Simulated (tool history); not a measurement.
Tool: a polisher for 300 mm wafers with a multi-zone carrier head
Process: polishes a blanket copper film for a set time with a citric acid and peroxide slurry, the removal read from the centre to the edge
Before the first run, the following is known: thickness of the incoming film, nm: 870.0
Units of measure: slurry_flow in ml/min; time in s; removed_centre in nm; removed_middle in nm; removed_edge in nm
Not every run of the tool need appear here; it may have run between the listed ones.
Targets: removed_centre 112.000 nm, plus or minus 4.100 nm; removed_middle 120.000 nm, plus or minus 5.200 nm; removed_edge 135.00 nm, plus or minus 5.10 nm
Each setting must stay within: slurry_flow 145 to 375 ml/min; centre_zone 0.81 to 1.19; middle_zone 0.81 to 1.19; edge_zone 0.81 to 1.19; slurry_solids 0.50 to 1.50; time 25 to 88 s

run 1 day=0.000 | slurry_flow=240 centre_zone=1.00 middle_zone=1.00 edge_zone=1.00 slurry_solids=1.00 time=56 | removed_centre=109.340 removed_middle=103.690 removed_edge=107.45
run 2 day=0.208 | slurry_flow=200 centre_zone=1.00 middle_zone=1.00 edge_zone=1.00 slurry_solids=1.00 time=56 | removed_centre=105.650 removed_middle=98.472 removed_edge=102.74
run 3 day=0.471 | slurry_flow=200 centre_zone=1.00 middle_zone=1.00 edge_zone=1.07 slurry_solids=1.00 time=56 | removed_centre=102.440 removed_middle=101.650 removed_edge=107.13
run 4 day=0.550 | slurry_flow=230 centre_zone=1.00 middle_zone=1.00 edge_zone=1.07 slurry_solids=1.00 time=56 | removed_centre=107.400 removed_middle=104.570 removed_edge=109.26
run 5 day=0.788 | slurry_flow=245 centre_zone=0.98 middle_zone=0.98 edge_zone=1.10 slurry_solids=1.10 time=57 | removed_centre=106.840 removed_middle=105.520 removed_edge=116.39
run 6 day=0.975 | slurry_flow=210 centre_zone=0.98 middle_zone=0.98 edge_zone=1.10 slurry_solids=1.10 time=57 | removed_centre=105.910 removed_middle=102.130 removed_edge=113.48
run 7 day=1.329 | slurry_flow=210 centre_zone=0.98 middle_zone=0.98 edge_zone=1.10 slurry_solids=1.10 time=57 | removed_centre=104.580 removed_middle=104.060 removed_edge=113.07
run 8 day=1.371 | slurry_flow=235 centre_zone=0.97 middle_zone=0.98 edge_zone=1.12 slurry_solids=1.15 time=57 | removed_centre=108.080 removed_middle=105.160 removed_edge=115.33
run 9 day=1.525 | slurry_flow=180 centre_zone=0.87 middle_zone=0.99 edge_zone=1.17 slurry_solids=1.40 time=64 | removed_centre=106.600 removed_middle=116.240 removed_edge=132.61

Which single option among these 5 for the next run brings every result within its allowed miss of target? Just one does.
run A day=1.679 | slurry_flow=200 centre_zone=0.81 middle_zone=1.00 edge_zone=1.18 slurry_solids=1.45 time=64 | removed_centre=? removed_middle=? removed_edge=?
run B day=1.679 | slurry_flow=175 centre_zone=0.84 middle_zone=0.94 edge_zone=1.16 slurry_solids=1.30 time=63 | removed_centre=? removed_middle=? removed_edge=?
run C day=1.679 | slurry_flow=165 centre_zone=0.86 middle_zone=1.06 edge_zone=1.15 slurry_solids=1.40 time=63 | removed_centre=? removed_middle=? removed_edge=?
run D day=1.679 | slurry_flow=185 centre_zone=0.89 middle_zone=1.13 edge_zone=1.13 slurry_solids=1.40 time=62 | removed_centre=? removed_middle=? removed_edge=?
run E day=1.679 | slurry_flow=195 centre_zone=0.88 middle_zone=0.96 edge_zone=1.10 slurry_solids=1.25 time=67 | removed_centre=? removed_middle=? removed_edge=?

move=A removed_centre=100.250 removed_middle=123.900 removed_edge=135.01
move=B removed_centre=98.034 removed_middle=111.250 removed_edge=127.55
move=C removed_centre=100.230 removed_middle=122.990 removed_edge=127.11
move=D removed_centre=104.750 removed_middle=130.700 removed_edge=125.94
move=E removed_centre=111.090 removed_middle=122.090 removed_edge=133.36
A: further off than the last run
B: further off than the last run
C: further off than the last run
D: further off than the last run
E: each result inside its tolerance
Answer: E
